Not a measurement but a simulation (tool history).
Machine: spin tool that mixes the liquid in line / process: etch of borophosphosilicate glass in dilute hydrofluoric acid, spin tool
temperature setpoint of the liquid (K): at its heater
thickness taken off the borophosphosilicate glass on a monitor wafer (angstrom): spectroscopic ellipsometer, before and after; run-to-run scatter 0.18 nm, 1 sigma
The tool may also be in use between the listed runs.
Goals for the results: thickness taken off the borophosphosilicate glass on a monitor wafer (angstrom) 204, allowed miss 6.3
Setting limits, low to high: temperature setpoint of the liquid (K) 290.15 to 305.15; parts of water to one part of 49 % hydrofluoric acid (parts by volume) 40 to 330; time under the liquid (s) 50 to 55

run  hour  temperature setpoint of the liquid (K)  parts of water to one part of 49 % hydrofluoric acid (parts by volume)  time under the liquid (s)  thickness taken off the borophosphosilicate glass on a monitor wafer (angstrom)
  1     0                                  297.15                                                                     185                         50                                                                           114.17
  2     5                                  299.65                                                                     170                         50                                                                           138.82
  3  10.8                                  299.65                                                                     170                         50                                                                           137.08
  4  13.2                                  299.65                                                                     135                         50                                                                           179.72
  5  14.5                                  300.65                                                                     135                         50                                                                            185.8
  6  18.4                                  300.65                                                                     135                         50                                                                            186.7
  7  19.4                                  301.15                                                                     135                         50                                                                           191.64
  8  26.6                                  301.65                                                                     135                         50                                                                            194.3

Exactly one of the 5 candidate moves below puts every result within its allowed miss. Which one?
  A  33.8                                  297.15                                                                     130                         55                                                                                ?
  B  33.8                                  300.65                                                                     120                         50                                                                                ?
  C  33.8                                  301.65                                                                     130                         50                                                                                ?
  D  33.8                                  301.15                                                                     135                         50                                                                                ?
  E  33.8                                  303.15                                                                     155                         55                                                                                ?

move  thickness taken off the borophosphosilicate glass on a monitor wafer (angstrom)
   A                                                                           188.81
   B                                                                           215.23
   C                                                                           203.59
   D                                                                            191.2
   E                                                                           192.03
A: its largest miss is bigger than the last run's
B: carries the result that was furthest off beyond its target, to the other side
C: in spec on every target
D: its largest miss is bigger than the last run's
E: its largest miss is bigger than the last run's
So the answer is move C, the one that meets all the targets.

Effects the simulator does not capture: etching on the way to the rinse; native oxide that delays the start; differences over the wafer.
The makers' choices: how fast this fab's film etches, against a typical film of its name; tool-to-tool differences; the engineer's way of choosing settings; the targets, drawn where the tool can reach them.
